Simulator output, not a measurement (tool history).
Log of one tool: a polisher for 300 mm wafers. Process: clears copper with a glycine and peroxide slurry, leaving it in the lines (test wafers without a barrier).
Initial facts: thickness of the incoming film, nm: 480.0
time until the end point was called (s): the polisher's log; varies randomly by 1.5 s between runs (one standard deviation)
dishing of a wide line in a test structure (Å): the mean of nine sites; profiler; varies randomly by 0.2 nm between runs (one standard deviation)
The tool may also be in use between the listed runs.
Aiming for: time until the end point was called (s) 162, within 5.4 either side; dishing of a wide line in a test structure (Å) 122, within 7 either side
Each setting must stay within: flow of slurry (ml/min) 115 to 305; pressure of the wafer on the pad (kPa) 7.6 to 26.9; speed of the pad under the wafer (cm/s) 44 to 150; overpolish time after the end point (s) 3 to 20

run  hour  flow of slurry (ml/min)  pressure of the wafer on the pad (kPa)  speed of the pad under the wafer (cm/s)  overpolish time after the end point (s)  time until the end point was called (s)  dishing of a wide line in a test structure (Å)
  1     0                      195                                    17.2                                       96                                       10                                   105.45                                          316.86
  2     2                      195                                    15.2                                       96                                        9                                   115.33                                          273.88
  3   8.5                      195                                    11.7                                       96                                        9                                   132.71                                          248.97
  4  11.6                      195                                    11.7                                      116                                        9                                   117.17                                          258.39
  5  12.9                      195                                    14.5                                      116                                        9                                   103.17                                          299.29
  6  21.6                      155                                    14.5                                      116                                        9                                   106.08                                          290.71
  7  28.1                      175                                    13.1                                      110                                        8                                   114.69                                          242.26
  8  35.8                      175                                    11.7                                      106                                        7                                   124.37                                          204.64
  9  42.6                      175                                      11                                      102                                        6                                      133                                          170.16
 10  43.7                      175                                    10.3                                      100                                        6                                   137.89                                          164.58
     46.2  -- head pressure recalibrated
 11  46.2                      170                                     7.6                                       94                                        3                                   175.67                                          68.381

Which single option among these 4 for the next run brings every result within its allowed miss of target? Just one does.
  A  48.7                      145                                     7.6                                      114                                        5                                        ?                                               ?
  B  48.7                      170                                    10.3                                       86                                        6                                        ?                                               ?
  C  48.7                      220                                       9                                       88                                        6                                        ?                                               ?
  D  48.7                      190                                     7.6                                      104                                        6                                        ?                                               ?

move  time until the end point was called (s)  dishing of a wide line in a test structure (Å)
   A                                   160.07                                          120.71
   B                                   158.17                                          144.84
   C                                   161.59                                          141.87
   D                                   161.88                                          141.07
A: hits every target within its allowed miss
B: pushes the last run's worst result past its target
C: pushes the last run's worst result past its target
D: pushes the last run's worst result past its target
Move A is the one to make.
